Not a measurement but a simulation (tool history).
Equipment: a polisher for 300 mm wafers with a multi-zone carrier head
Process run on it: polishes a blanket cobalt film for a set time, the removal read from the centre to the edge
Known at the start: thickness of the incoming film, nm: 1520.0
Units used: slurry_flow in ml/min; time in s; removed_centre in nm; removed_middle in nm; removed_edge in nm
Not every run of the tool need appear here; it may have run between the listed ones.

run	hour	slurry_flow	centre_zone	middle_zone	edge_zone	time	removed_centre	removed_middle	removed_edge
1	0	215	1	1	1	39	101.63	102.54	107.05
2	2	215	1	1	1.07	39	102.55	104.01	108.79
3	9.1	215	0.98	1.01	1.04	34	87.103	91.577	92.834
4	11.3	215	0.98	1.01	1.07	34	86.336	91.34	94.265
5	17.5	215	0.96	1	1.03	31	77.789	81.747	85.117
6	24.9	215	0.94	1.01	0.99	29	70.677	77.194	77.577
7	28.5	210	0.92	1	0.95	28	66.949	74.275	72.869
8	35.3	200	0.89	0.97	0.92	28	64.191	70.135	71.852
9	36.9	200	0.89	0.97	0.92	28	65.06	72.324	72.603
10	42.6	195	0.88	0.96	0.9	27	61.803	67.787	69.016
11	49.5	190	0.87	0.96	0.88	27	59.7	68.889	67.751
12	52.6	185	0.87	0.95	0.86	27	60.697	67.08	66.14
13	56.5	180	0.86	0.94	0.85	27	58.635	65.503	66.446

Run 14 comes next. What will it give?
14	57.7	175	0.86	0.94	0.84	27	?	?	?

removed_centre: 59.06 nm
removed_middle: 66.158 nm
removed_edge: 64.93 nm
